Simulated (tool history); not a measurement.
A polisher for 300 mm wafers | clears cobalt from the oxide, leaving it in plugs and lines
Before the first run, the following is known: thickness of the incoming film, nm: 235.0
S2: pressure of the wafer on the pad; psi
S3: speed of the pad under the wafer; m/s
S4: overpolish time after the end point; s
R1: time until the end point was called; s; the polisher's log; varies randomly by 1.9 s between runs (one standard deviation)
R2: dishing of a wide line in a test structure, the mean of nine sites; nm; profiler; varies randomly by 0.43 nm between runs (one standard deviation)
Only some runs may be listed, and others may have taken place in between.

run 1 hour=0 | flow_of_slurry_(ml/min)=205 S2=1.4 S3=0.86 S4=26 | R1=70.5 R2=44.995
run 2 hour=4.1 | flow_of_slurry_(ml/min)=205 S2=1.3 S3=0.86 S4=23 | R1=76.453 R2=40.613
run 3 hour=9 | flow_of_slurry_(ml/min)=205 S2=1.2 S3=0.86 S4=22 | R1=80.622 R2=38.271
run 4 hour=10 | flow_of_slurry_(ml/min)=205 S2=1.1 S3=0.86 S4=22 | R1=90.546 R2=37.431
run 5 hour=10.9 | flow_of_slurry_(ml/min)=205 S2=1.1 S3=0.86 S4=17 | R1=92.197 R2=31.805
run 6 hour=16.9 | flow_of_slurry_(ml/min)=205 S2=1 S3=0.86 S4=18 | R1=95.321 R2=30.948
run 7 hour=24 | flow_of_slurry_(ml/min)=205 S2=1 S3=0.84 S4=19 | R1=97.46 R2=31.623

Forecast run 8:
run 8 hour=33 | flow_of_slurry_(ml/min)=205 S2=1 S3=0.84 S4=20 | R1=? R2=?

R1: 97.845 s
R2: 32.793 nm
